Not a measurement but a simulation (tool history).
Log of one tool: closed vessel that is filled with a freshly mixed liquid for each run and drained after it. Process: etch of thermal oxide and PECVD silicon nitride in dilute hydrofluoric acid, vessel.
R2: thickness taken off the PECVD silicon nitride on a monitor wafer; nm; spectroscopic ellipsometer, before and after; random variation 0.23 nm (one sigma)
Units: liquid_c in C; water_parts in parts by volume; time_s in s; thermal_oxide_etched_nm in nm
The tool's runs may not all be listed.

run 1 day=0.000 | liquid_c=24.0 water_parts=180 time_s=1800 | thermal_oxide_etched_nm=42.605 R2=24.665
run 2 day=0.125 | liquid_c=25.0 water_parts=145 time_s=1740 | thermal_oxide_etched_nm=55.241 R2=31.310
run 3 day=0.400 | liquid_c=25.0 water_parts=200 time_s=1740 | thermal_oxide_etched_nm=37.617 R2=22.782
run 4 day=0.558 | liquid_c=25.0 water_parts=260 time_s=1740 | thermal_oxide_etched_nm=27.160 R2=17.536
run 5 day=0.717 | liquid_c=26.0 water_parts=200 time_s=1685 | thermal_oxide_etched_nm=37.974 R2=23.418
run 6 day=0.788 | liquid_c=23.5 water_parts=200 time_s=1685 | thermal_oxide_etched_nm=34.303 R2=20.230
run 7 day=0.812 | liquid_c=25.0 water_parts=160 time_s=1630 | thermal_oxide_etched_nm=46.755 R2=26.545
run 8 day=0.962 | liquid_c=26.5 water_parts=130 time_s=1565 | thermal_oxide_etched_nm=59.187 R2=34.636
run 9 day=1.338 | liquid_c=26.5 water_parts=130 time_s=1565 | thermal_oxide_etched_nm=58.852 R2=34.495
run 10 day=1.546 | liquid_c=26.5 water_parts=105 time_s=1505 | thermal_oxide_etched_nm=73.354 R2=40.905
run 11 day=1.708 | liquid_c=27.0 water_parts=90 time_s=1440 | thermal_oxide_etched_nm=84.201 R2=47.213
run 12 day=1.829 | liquid_c=27.0 water_parts=80 time_s=1395 | thermal_oxide_etched_nm=93.361 R2=51.349
run 13 day=2.083 | liquid_c=27.0 water_parts=75 time_s=1365 | thermal_oxide_etched_nm=100.040 R2=54.157

Forecast run 14:
run 14 day=2.329 | liquid_c=27.0 water_parts=75 time_s=1350 | thermal_oxide_etched_nm=? R2=?

Run 14 gave thermal_oxide_etched_nm 97.272 nm, R2 53.263 nm.

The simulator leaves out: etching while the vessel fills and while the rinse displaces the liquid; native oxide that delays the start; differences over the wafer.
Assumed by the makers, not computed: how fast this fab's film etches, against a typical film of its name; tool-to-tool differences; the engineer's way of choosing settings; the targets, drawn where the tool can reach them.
